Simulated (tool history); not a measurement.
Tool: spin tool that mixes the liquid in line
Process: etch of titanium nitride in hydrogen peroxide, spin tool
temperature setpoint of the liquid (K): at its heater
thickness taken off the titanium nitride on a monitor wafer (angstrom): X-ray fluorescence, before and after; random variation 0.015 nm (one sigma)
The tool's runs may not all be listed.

run,hour,temperature setpoint of the liquid (K),concentration of hydrogen peroxide in the mixed liquid (% by weight),time under the liquid (s),thickness taken off the titanium nitride on a monitor wafer (angstrom)
1,0.0,317.15,16.0,300,85.045
2,1.4,317.15,16.0,320,90.464
3,2.7,311.15,16.0,320,56.979
4,3.3,309.15,15.5,320,47.966
5,4.1,307.65,15.5,320,43.346
6,10.1,307.65,18.5,320,44.655
7,16.9,306.65,17.0,320,40.791
8,19.9,306.15,16.0,320,38.438
9,28.3,306.15,16.0,320,38.106

Run 10 comes next. What will it give?
10,31.0,305.65,15.5,320,?

Run 10 gave thickness taken off the titanium nitride on a monitor wafer (angstrom) 36.481.
